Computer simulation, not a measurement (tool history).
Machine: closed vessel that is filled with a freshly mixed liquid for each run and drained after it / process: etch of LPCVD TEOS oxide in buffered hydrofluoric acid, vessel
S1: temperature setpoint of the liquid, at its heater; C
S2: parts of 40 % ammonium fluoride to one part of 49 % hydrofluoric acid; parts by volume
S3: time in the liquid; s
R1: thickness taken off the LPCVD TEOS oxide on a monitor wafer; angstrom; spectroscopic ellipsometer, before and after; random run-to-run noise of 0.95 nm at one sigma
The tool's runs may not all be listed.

run 1 day=0 | S1=23 S2=23 S3=90 | R1=1079
run 2 day=0.221 | S1=24 S2=23 S3=90 | R1=1130.6
run 3 day=0.308 | S1=21 S2=23 S3=90 | R1=968.03
run 4 day=0.675 | S1=22 S2=23 S3=90 | R1=1021
run 5 day=0.992 | S1=22 S2=23 S3=95 | R1=1081
run 6 day=1.175 | S1=23 S2=23 S3=95 | R1=1142.1
run 7 day=1.492 | S1=24 S2=23 S3=95 | R1=1202.8
run 8 day=1.6 | S1=24.5 S2=23 S3=95 | R1=1239.6
run 9 day=1.817 | S1=25 S2=23 S3=95 | R1=1281.2
run 10 day=2.029 | S1=25.5 S2=23 S3=95 | R1=1305.3
run 11 day=2.179 | S1=26 S2=23 S3=95 | R1=1349.9
run 12 day=2.221 | S1=26.5 S2=23 S3=95 | R1=1375.3
run 13 day=2.5 | S1=26.5 S2=23 S3=95 | R1=1367.4
run 14 day=2.662 | S1=27 S2=23 S3=95 | R1=1409
run 15 day=2.75 | S1=27.5 S2=23 S3=95 | R1=1471.4

Run 16 has not been measured yet. What should we expect?
run 16 day=3.129 | S1=28 S2=23 S3=95 | R1=?

{"run 16": {"R1": 1499.6}}
